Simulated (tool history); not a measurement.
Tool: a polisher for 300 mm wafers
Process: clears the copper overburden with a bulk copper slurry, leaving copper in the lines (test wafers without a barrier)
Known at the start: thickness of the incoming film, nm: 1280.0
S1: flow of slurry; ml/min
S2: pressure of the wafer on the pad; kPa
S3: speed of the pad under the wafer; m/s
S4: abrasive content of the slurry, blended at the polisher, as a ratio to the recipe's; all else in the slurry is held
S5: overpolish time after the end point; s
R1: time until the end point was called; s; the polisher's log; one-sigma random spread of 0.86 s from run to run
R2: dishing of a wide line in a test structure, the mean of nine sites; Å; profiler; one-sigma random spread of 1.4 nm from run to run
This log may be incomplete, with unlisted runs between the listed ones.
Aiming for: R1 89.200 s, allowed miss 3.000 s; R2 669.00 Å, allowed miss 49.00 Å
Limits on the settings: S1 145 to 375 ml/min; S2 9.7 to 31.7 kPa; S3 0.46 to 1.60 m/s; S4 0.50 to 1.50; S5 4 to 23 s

run	day	S1	S2	S3	S4	S5	R1	R2
1	0.000	240	20.7	1.02	1.00	12	146.080	658.95
2	0.212	240	21.4	1.02	1.00	11	145.170	680.06
3	0.354	240	21.4	1.06	1.00	10	140.250	614.99
4	0.408	200	21.4	1.06	1.00	10	141.890	599.39
5	0.692	200	25.5	1.06	1.00	10	121.960	690.29
6	0.975	200	25.5	1.06	1.20	10	118.040	717.40
7	1.321	200	26.2	1.06	1.20	9	115.830	679.19
8	1.450	205	26.9	1.06	1.20	9	114.710	686.82
9	1.708	205	27.6	1.08	1.20	9	109.720	706.98
10	1.800	205	28.3	1.10	1.20	9	103.730	734.52
11	2.029	205	30.3	1.12	1.20	7	97.974	627.34
12	2.221	205	31.0	1.14	1.20	7	93.599	642.66

Exactly one of the 4 candidate moves below puts every result within its allowed miss. Which one?
A	2.412	180	31.7	1.12	1.15	9	?	?
B	2.412	285	29.0	1.16	1.00	6	?	?
C	2.412	200	31.0	1.18	1.35	7	?	?
D	2.412	255	30.3	1.26	1.25	8	?	?

move	R1	R2
A	95.066	761.55
B	96.666	545.47
C	87.350	670.67
D	82.570	772.45
A: lands further from the targets than the last run did
B: lands further from the targets than the last run did
C: all results land within tolerance of their targets
D: moves the result that the last run missed by most past its target, out the other side
Go with C: it meets all targets.
